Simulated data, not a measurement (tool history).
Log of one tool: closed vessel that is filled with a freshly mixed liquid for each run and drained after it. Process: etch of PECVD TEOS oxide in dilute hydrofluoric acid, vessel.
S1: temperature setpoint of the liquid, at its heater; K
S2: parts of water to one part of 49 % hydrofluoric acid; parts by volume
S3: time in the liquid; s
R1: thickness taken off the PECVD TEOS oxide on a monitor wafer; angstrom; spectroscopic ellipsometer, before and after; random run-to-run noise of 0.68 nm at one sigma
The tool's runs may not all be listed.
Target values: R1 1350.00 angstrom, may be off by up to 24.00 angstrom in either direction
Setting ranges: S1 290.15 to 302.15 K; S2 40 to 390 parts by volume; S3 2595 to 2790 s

run,hour,S1,S2,S3,R1
1,0.0,294.15,215,2595,811.50
2,4.7,294.15,175,2595,1027.40
3,14.2,292.15,175,2595,966.73
4,23.9,290.15,175,2595,880.07
5,29.5,291.15,175,2595,918.95
6,32.1,294.15,175,2595,1036.10
7,41.8,294.65,175,2595,1052.90
8,48.8,295.15,175,2595,1081.50
9,50.3,295.15,175,2595,1075.50
10,55.8,299.15,175,2595,1252.90

Which one of the following 4 next-run settings gets every result inside its allowed miss? There is exactly one.
A,61.3,297.65,160,2645,?
B,61.3,300.65,190,2790,?
C,61.3,301.15,185,2685,?
D,61.3,298.65,165,2790,?

move,R1
A,1344.00
B,1287.60
C,1303.30
D,1419.00
A: each result inside its tolerance
B: nearer than the last run, and not there yet
C: nearer than the last run, and not there yet
D: takes the biggest miss from the last run beyond its target
A meets every target.
